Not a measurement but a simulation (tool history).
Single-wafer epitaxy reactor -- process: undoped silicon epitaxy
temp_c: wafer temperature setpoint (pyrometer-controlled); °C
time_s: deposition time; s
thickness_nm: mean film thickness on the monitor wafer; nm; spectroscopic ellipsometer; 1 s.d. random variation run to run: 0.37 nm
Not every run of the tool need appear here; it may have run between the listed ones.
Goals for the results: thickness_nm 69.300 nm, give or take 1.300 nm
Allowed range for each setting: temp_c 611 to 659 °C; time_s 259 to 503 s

run 1 hour=0.0 | temp_c=635 time_s=381 | thickness_nm=42.213
run 2 hour=4.1 | temp_c=635 time_s=355 | thickness_nm=39.342
run 3 hour=6.0 | temp_c=641 time_s=358 | thickness_nm=46.874
run 4 hour=8.9 | temp_c=637 time_s=358 | thickness_nm=42.178
run 5 hour=15.5 | temp_c=631 time_s=358 | thickness_nm=36.138
run 6 hour=23.3 | temp_c=625 time_s=358 | thickness_nm=30.506
run 7 hour=31.8 | temp_c=632 time_s=359 | thickness_nm=37.071
run 8 hour=33.0 | temp_c=638 time_s=360 | thickness_nm=42.624
run 9 hour=41.2 | temp_c=643 time_s=361 | thickness_nm=49.539
run 10 hour=41.9 | temp_c=646 time_s=361 | thickness_nm=52.813
run 11 hour=47.2 | temp_c=649 time_s=361 | thickness_nm=57.038

Below are 5 possible settings for the next run. Only one of them brings all results inside the allowed miss of their targets. Which is it?
run A hour=52.5 | temp_c=635 time_s=382 | thickness_nm=?
run B hour=52.5 | temp_c=638 time_s=365 | thickness_nm=?
run C hour=52.5 | temp_c=646 time_s=338 | thickness_nm=?
run D hour=52.5 | temp_c=659 time_s=341 | thickness_nm=?
run E hour=52.5 | temp_c=646 time_s=325 | thickness_nm=?

move=A thickness_nm=42.578
move=B thickness_nm=43.927
move=C thickness_nm=49.771
move=D thickness_nm=69.114
move=E thickness_nm=47.857
A: the biggest miss grows against the last run
B: the biggest miss grows against the last run
C: the biggest miss grows against the last run
D: all results in spec
E: the biggest miss grows against the last run
Move D is the one to make.

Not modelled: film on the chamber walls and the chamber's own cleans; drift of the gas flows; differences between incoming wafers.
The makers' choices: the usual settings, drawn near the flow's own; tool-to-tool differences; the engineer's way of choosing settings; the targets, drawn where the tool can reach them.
